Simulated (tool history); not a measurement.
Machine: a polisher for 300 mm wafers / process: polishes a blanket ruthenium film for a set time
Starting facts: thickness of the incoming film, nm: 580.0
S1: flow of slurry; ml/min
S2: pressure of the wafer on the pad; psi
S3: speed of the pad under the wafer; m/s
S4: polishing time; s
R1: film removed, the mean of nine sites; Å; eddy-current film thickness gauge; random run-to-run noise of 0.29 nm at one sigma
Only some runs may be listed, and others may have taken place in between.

run	hour	S1	S2	S3	S4	R1
1	0.0	225	1.7	0.84	77	580.64
2	5.5	220	1.5	0.84	77	516.50
3	8.8	195	1.5	0.84	77	515.98
4	15.5	235	1.5	0.84	77	524.25
5	23.5	230	1.4	0.84	77	491.88
6	26.5	230	1.3	0.84	77	470.01
7	27.9	225	1.2	0.84	77	437.34
8	29.1	220	1.2	0.84	77	428.89

What will run 9 give?
9	35.1	190	1.2	0.84	77	?

Run 9 yielded R1 422.55 Å.
